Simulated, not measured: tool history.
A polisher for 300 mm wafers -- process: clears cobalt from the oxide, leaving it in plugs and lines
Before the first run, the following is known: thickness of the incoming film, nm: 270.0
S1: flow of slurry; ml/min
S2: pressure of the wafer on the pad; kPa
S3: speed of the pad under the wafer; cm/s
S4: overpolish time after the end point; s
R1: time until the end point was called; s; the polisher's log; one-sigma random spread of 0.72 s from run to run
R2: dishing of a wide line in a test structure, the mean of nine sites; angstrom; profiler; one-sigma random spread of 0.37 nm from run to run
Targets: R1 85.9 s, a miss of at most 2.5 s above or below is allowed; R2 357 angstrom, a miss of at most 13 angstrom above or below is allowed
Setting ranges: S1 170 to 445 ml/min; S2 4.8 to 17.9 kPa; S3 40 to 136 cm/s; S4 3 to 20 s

Run 1, hour 0: S1 285 ml/min, S2 11 kPa, S3 88 cm/s, S4 10 s. Result: R1 78.829 s, R2 267.2 angstrom.
Run 2, hour 8.5: S1 285 ml/min, S2 11 kPa, S3 102 cm/s, S4 10 s. Result: R1 69.541 s, R2 296.65 angstrom.
Run 3, hour 12.9: S1 285 ml/min, S2 11 kPa, S3 88 cm/s, S4 10 s. Result: R1 79.362 s, R2 272.17 angstrom.
Run 4, hour 20.4: S1 285 ml/min, S2 9.7 kPa, S3 88 cm/s, S4 10 s. Result: R1 88.982 s, R2 246.12 angstrom.
Run 5, hour 22.7: S1 275 ml/min, S2 9.7 kPa, S3 88 cm/s, S4 13 s. Result: R1 91.176 s, R2 297.47 angstrom.
Run 6, hour 29.2: S1 275 ml/min, S2 9.7 kPa, S3 88 cm/s, S4 11 s. Result: R1 90.252 s, R2 260.79 angstrom.
Run 7, hour 34.9: S1 275 ml/min, S2 10.3 kPa, S3 88 cm/s, S4 13 s. Result: R1 83.923 s, R2 309.11 angstrom.
Run 8, hour 36: S1 275 ml/min, S2 10.3 kPa, S3 88 cm/s, S4 15 s. Result: R1 84.075 s, R2 338.51 angstrom.

Next run, 4 choices. One meets every target within its allowed miss, the rest don't. Which?
Run A, hour 37.1: S1 240 ml/min, S2 15.2 kPa, S3 66 cm/s, S4 14 s. Result: R1 ?, R2 ?.
Run B, hour 37.1: S1 260 ml/min, S2 9 kPa, S3 104 cm/s, S4 14 s. Result: R1 ?, R2 ?.
Run C, hour 37.1: S1 215 ml/min, S2 9.7 kPa, S3 96 cm/s, S4 13 s. Result: R1 ?, R2 ?.
Run D, hour 37.1: S1 285 ml/min, S2 10.3 kPa, S3 86 cm/s, S4 17 s. Result: R1 ?, R2 ?.

move      R1      R2
   A  79.575  334.76
   B  83.209  326.08
   C  86.097  304.83
   D  86.705  356.58
A: the biggest miss grows against the last run
B: the biggest miss grows against the last run
C: the biggest miss grows against the last run
D: all results in spec
D meets every target.
